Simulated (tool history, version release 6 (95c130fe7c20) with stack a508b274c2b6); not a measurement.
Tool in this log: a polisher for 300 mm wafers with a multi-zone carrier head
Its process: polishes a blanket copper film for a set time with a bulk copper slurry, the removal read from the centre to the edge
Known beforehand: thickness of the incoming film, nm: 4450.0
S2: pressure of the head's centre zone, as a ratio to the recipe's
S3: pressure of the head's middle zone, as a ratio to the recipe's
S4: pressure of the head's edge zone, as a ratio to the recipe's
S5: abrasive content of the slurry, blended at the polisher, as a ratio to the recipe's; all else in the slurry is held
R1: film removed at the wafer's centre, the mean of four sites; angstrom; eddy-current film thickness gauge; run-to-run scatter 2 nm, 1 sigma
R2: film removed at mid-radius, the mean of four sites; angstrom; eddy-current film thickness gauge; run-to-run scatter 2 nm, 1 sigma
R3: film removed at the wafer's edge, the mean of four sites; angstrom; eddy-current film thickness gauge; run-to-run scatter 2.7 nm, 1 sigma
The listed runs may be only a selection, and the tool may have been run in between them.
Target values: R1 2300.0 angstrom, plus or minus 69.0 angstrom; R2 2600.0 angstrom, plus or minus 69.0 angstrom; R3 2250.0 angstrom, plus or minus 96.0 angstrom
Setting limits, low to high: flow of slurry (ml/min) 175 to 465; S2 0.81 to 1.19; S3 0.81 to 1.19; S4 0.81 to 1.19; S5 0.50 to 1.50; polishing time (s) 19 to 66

{"run": 1, "hour": 0.0, "flow of slurry (ml/min)": 295, "S2": 1.0, "S3": 1.0, "S4": 1.0, "S5": 1.0, "polishing time (s)": 42, "R1": 2923.3, "R2": 2937.7, "R3": 2966.0}
{"run": 2, "hour": 5.8, "flow of slurry (ml/min)": 295, "S2": 1.0, "S3": 1.0, "S4": 1.0, "S5": 1.0, "polishing time (s)": 31, "R1": 2134.5, "R2": 2196.2, "R3": 2173.1}
{"run": 3, "hour": 11.9, "flow of slurry (ml/min)": 300, "S2": 1.0, "S3": 1.02, "S4": 1.0, "S5": 1.0, "polishing time (s)": 31, "R1": 2158.3, "R2": 2207.2, "R3": 2190.7}
{"run": 4, "hour": 12.7, "flow of slurry (ml/min)": 300, "S2": 1.0, "S3": 1.05, "S4": 1.0, "S5": 1.0, "polishing time (s)": 31, "R1": 2202.3, "R2": 2261.8, "R3": 2203.3}
{"run": 5, "hour": 21.6, "flow of slurry (ml/min)": 300, "S2": 1.0, "S3": 1.09, "S4": 1.0, "S5": 1.0, "polishing time (s)": 31, "R1": 2145.9, "R2": 2351.4, "R3": 2204.3}
{"run": 6, "hour": 30.5, "flow of slurry (ml/min)": 305, "S2": 1.01, "S3": 1.1, "S4": 1.0, "S5": 1.0, "polishing time (s)": 31, "R1": 2213.2, "R2": 2384.1, "R3": 2194.6}
{"run": 7, "hour": 35.8, "flow of slurry (ml/min)": 310, "S2": 1.01, "S3": 1.11, "S4": 1.0, "S5": 1.0, "polishing time (s)": 31, "R1": 2195.4, "R2": 2391.7, "R3": 2144.2}
{"run": 8, "hour": 38.7, "flow of slurry (ml/min)": 310, "S2": 1.01, "S3": 1.12, "S4": 1.01, "S5": 1.0, "polishing time (s)": 31, "R1": 2204.9, "R2": 2402.4, "R3": 2196.6}
{"run": 9, "hour": 46.2, "flow of slurry (ml/min)": 315, "S2": 1.01, "S3": 1.13, "S4": 1.01, "S5": 1.0, "polishing time (s)": 31, "R1": 2197.6, "R2": 2430.2, "R3": 2195.3}
{"run": 10, "hour": 52.9, "flow of slurry (ml/min)": 315, "S2": 1.01, "S3": 1.13, "S4": 1.01, "S5": 1.0, "polishing time (s)": 31, "R1": 2200.4, "R2": 2479.1, "R3": 2147.2}
{"run": 11, "hour": 55.2, "flow of slurry (ml/min)": 310, "S2": 1.02, "S3": 1.13, "S4": 1.03, "S5": 1.1, "polishing time (s)": 31, "R1": 2249.5, "R2": 2446.0, "R3": 2252.6}
{"run": 12, "hour": 59.2, "flow of slurry (ml/min)": 315, "S2": 1.02, "S3": 1.14, "S4": 1.03, "S5": 1.1, "polishing time (s)": 31, "R1": 2283.9, "R2": 2526.2, "R3": 2281.2}
{"run": 13, "hour": 64.3, "flow of slurry (ml/min)": 315, "S2": 1.02, "S3": 1.14, "S4": 1.03, "S5": 1.1, "polishing time (s)": 31, "R1": 2319.7, "R2": 2502.8, "R3": 2255.9}

Below are 4 possible settings for the next run. Only one of them brings all results inside the allowed miss of their targets. Which is it?
{"run": "A", "hour": 69.4, "flow of slurry (ml/min)": 230, "S2": 1.04, "S3": 1.17, "S4": 0.98, "S5": 1.2, "polishing time (s)": 32, "R1": "?", "R2": "?", "R3": "?"}
{"run": "B", "hour": 69.4, "flow of slurry (ml/min)": 355, "S2": 1.1, "S3": 1.08, "S4": 0.99, "S5": 1.25, "polishing time (s)": 30, "R1": "?", "R2": "?", "R3": "?"}
{"run": "C", "hour": 69.4, "flow of slurry (ml/min)": 325, "S2": 1.02, "S3": 1.03, "S4": 1.07, "S5": 1.15, "polishing time (s)": 31, "R1": "?", "R2": "?", "R3": "?"}
{"run": "D", "hour": 69.4, "flow of slurry (ml/min)": 190, "S2": 1.09, "S3": 1.15, "S4": 1.05, "S5": 1.1, "polishing time (s)": 32, "R1": "?", "R2": "?", "R3": "?"}

move=A R1=2321.8 R2=2595.3 R3=2235.5
move=B R1=2420.6 R2=2409.9 R3=2209.8
move=C R1=2296.5 R2=2326.5 R3=2299.2
move=D R1=2273.4 R2=2426.1 R3=2201.1
A: all results land within tolerance of their targets
B: the biggest miss grows against the last run
C: the biggest miss grows against the last run
D: the biggest miss grows against the last run
The right move is A.

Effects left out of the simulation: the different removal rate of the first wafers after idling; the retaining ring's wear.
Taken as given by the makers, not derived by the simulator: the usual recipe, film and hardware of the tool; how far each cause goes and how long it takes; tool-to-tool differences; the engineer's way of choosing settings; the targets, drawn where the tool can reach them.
